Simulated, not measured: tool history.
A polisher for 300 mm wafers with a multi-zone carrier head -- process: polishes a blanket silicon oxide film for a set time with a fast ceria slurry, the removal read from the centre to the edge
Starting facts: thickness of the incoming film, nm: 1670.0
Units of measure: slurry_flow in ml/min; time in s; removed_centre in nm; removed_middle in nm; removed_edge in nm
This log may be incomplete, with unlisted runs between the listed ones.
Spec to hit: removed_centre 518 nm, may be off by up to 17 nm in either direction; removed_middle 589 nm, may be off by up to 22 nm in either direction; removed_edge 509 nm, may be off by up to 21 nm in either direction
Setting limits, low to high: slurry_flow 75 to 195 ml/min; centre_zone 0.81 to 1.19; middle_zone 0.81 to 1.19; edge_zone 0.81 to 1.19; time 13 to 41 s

run	hour	slurry_flow	centre_zone	middle_zone	edge_zone	time	removed_centre	removed_middle	removed_edge
1	0	125	1	1	1	27	745.67	645.77	657.08
2	5.2	125	1	1	1	33	906.07	791.04	802.29
3	10.8	120	0.98	1.01	0.98	32	867.63	769.68	759.36
4	17.1	120	0.98	1.01	1.01	32	863.09	755.58	775.1
# hour 20.4: centre zone pressure recalibrated
5	20.4	120	0.98	1.09	1.01	32	755.7	812.08	767.9
6	25.2	120	0.98	1.09	1.01	38	896.39	979.16	939.04
7	26	115	0.98	1.1	1	36	846.07	918.35	863.19
8	33.9	110	0.98	1.11	0.99	34	790.28	863.89	797.54
9	34.5	105	0.97	1.12	0.98	32	717.85	797.76	732.84
10	43.2	100	0.96	1.12	0.97	31	681.39	770.71	692.3

Which one of the following 5 next-run settings gets every result inside its allowed miss? There is exactly one.
A	51.9	85	1	1.17	0.85	24	?	?	?
B	51.9	105	1.01	1.19	0.81	24	?	?	?
C	51.9	100	1.01	1.04	0.81	21	?	?	?
D	51.9	90	0.96	1.02	0.84	27	?	?	?
E	51.9	95	1.19	0.82	0.81	29	?	?	?

move	removed_centre	removed_middle	removed_edge
A	518.62	573.97	502.05
B	570.17	626.28	516.79
C	489.7	481.23	448.47
D	573.61	587.33	571.22
E	780.95	536.4	614.14
A: all results land within tolerance of their targets
B: better than the last run, though not everything is in spec
C: pushes the last run's worst result past its target
D: better than the last run, though not everything is in spec
E: further off than the last run
A is the move that brings every result within its allowed miss.
